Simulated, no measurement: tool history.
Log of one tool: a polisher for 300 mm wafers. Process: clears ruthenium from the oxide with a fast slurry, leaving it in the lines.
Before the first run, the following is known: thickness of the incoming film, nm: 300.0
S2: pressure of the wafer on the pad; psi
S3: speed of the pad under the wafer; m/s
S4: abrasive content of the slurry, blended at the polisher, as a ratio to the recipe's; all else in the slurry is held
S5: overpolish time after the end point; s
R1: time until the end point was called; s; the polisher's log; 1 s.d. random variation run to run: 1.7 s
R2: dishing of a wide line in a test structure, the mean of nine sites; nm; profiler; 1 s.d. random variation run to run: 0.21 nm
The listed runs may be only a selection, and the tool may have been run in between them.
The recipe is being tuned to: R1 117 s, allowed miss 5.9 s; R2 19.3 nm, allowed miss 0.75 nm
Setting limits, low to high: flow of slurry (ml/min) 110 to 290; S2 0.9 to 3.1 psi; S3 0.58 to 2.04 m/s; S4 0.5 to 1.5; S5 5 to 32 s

run 1 hour=0 | flow_of_slurry_(ml/min)=185 S2=2 S3=1.3 S4=1 S5=16 | R1=80.446 R2=53.202
run 2 hour=8.3 | flow_of_slurry_(ml/min)=190 S2=1.9 S3=1.26 S4=1 S5=14 | R1=86.533 R2=43.823
run 3 hour=13.4 | flow_of_slurry_(ml/min)=195 S2=1.8 S3=1.24 S4=1 S5=12 | R1=93.024 R2=34.953
run 4 hour=17.2 | flow_of_slurry_(ml/min)=200 S2=1.7 S3=1.24 S4=1 S5=11 | R1=94.866 R2=31.197
run 5 hour=18.2 | flow_of_slurry_(ml/min)=200 S2=1.7 S3=1.04 S4=1 S5=11 | R1=114.52 R2=26.111
run 6 hour=20.3 | flow_of_slurry_(ml/min)=200 S2=1.7 S3=0.8 S4=1 S5=11 | R1=150.56 R2=20.839
run 7 hour=22.1 | flow_of_slurry_(ml/min)=205 S2=1.8 S3=0.8 S4=1 S5=10 | R1=142.31 R2=20.163
run 8 hour=24.7 | flow_of_slurry_(ml/min)=210 S2=1.9 S3=0.8 S4=1 S5=9 | R1=133.2 R2=19.123

Below are 4 possible settings for the next run. Only one of them brings all results inside the allowed miss of their targets. Which is it?
run A hour=27.3 | flow_of_slurry_(ml/min)=185 S2=1.9 S3=0.66 S4=1 S5=12 | R1=? R2=?
run B hour=27.3 | flow_of_slurry_(ml/min)=205 S2=2.1 S3=0.6 S4=0.95 S5=11 | R1=? R2=?
run C hour=27.3 | flow_of_slurry_(ml/min)=230 S2=1.9 S3=0.88 S4=1.05 S5=8 | R1=? R2=?
run D hour=27.3 | flow_of_slurry_(ml/min)=220 S2=1.6 S3=1.02 S4=0.85 S5=9 | R1=? R2=?

move=A R1=161.5 R2=20.861
move=B R1=161.32 R2=19.207
move=C R1=116.82 R2=19.288
move=D R1=131.77 R2=19.238
A: its largest miss is bigger than the last run's
B: its largest miss is bigger than the last run's
C: every result within its allowed miss
D: closes in on the targets versus the last run, not all within tolerance yet
Move C is the one to make.

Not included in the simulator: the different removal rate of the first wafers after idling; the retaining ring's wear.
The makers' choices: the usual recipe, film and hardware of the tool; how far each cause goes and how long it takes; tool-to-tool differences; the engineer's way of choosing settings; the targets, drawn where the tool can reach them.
